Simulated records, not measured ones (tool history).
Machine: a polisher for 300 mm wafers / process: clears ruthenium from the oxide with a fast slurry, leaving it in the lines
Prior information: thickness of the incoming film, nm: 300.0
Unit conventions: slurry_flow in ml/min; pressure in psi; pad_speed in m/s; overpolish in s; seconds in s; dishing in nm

run    day  slurry_flow  pressure  pad_speed  slurry_solids  overpolish  seconds  dishing
  1  0.000          230       2.9       1.02            1.0          13   88.896   36.707
  2  0.267          230       2.9       0.92            1.0          13   98.203   32.978
  3  0.288          230       2.9       0.92            1.1          13   92.532   35.181
  4  0.496          230       2.9       1.06            1.1          13   81.708   38.461
  5  0.871          230       3.0       1.06            1.1          13   80.613   41.456
  6  1.038          230       3.1       1.06            1.1          13   76.785   41.930
  7  1.242          230       3.2       1.06            1.1          13   72.965   41.562

What does the tool deliver on the next run?
  8  1.296          230       3.2       1.06            1.1          14        ?        ?

{"run 8": {"seconds": 74.712, "dishing": 43.822}}

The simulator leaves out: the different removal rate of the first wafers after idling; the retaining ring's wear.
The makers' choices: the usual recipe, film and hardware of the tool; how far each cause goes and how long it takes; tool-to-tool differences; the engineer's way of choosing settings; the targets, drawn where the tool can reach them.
